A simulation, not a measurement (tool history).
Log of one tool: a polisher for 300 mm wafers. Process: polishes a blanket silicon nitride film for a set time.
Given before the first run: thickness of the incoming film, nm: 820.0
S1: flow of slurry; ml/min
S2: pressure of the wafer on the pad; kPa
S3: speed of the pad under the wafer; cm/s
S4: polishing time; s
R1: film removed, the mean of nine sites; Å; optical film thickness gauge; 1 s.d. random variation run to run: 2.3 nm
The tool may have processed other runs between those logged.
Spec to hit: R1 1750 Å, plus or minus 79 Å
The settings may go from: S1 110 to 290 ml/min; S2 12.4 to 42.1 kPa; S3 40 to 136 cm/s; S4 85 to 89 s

{"run": 1, "hour": 0.0, "S1": 185, "S2": 26.9, "S3": 88, "S4": 85, "R1": 1424.1}
{"run": 2, "hour": 7.6, "S1": 185, "S2": 28.3, "S3": 88, "S4": 85, "R1": 1480.1}
{"run": 3, "hour": 11.7, "S1": 185, "S2": 31, "S3": 88, "S4": 85, "R1": 1656.6}
{"run": 4, "hour": 18.1, "S1": 185, "S2": 31, "S3": 66, "S4": 85, "R1": 1257.9}
{"run": 5, "hour": 22.0, "S1": 145, "S2": 31, "S3": 66, "S4": 85, "R1": 1182.7}
{"run": 6, "hour": 25.3, "S1": 165, "S2": 33.8, "S3": 66, "S4": 85, "R1": 1370.5}
{"run": 7, "hour": 26.3, "S1": 180, "S2": 35.2, "S3": 66, "S4": 85, "R1": 1464.7}
{"run": 8, "hour": 31.6, "S1": 180, "S2": 35.2, "S3": 66, "S4": 85, "R1": 1462.2}
{"run": 9, "hour": 35.7, "S1": 190, "S2": 36.5, "S3": 66, "S4": 85, "R1": 1482}
{"run": 10, "hour": 38.9, "S1": 190, "S2": 37.9, "S3": 66, "S4": 85, "R1": 1542.2}
{"run": 11, "hour": 46.7, "S1": 190, "S2": 39.3, "S3": 66, "S4": 85, "R1": 1612.3}
{"run": 12, "hour": 47.4, "S1": 190, "S2": 40, "S3": 66, "S4": 85, "R1": 1632.8}

Which of these 4 next moves meets every target?
{"run": "A", "hour": 48.1, "S1": 290, "S2": 41.4, "S3": 68, "S4": 89, "R1": "?"}
{"run": "B", "hour": 48.1, "S1": 195, "S2": 42.1, "S3": 70, "S4": 89, "R1": "?"}
{"run": "C", "hour": 48.1, "S1": 205, "S2": 40, "S3": 74, "S4": 89, "R1": "?"}
{"run": "D", "hour": 48.1, "S1": 185, "S2": 37.9, "S3": 78, "S4": 85, "R1": "?"}

move=A R1=1862.1
move=B R1=1847.4
move=C R1=1851.4
move=D R1=1724.6
A: pushes the last run's worst result past its target
B: pushes the last run's worst result past its target
C: pushes the last run's worst result past its target
D: all results land within tolerance of their targets
Move D is the one to make.
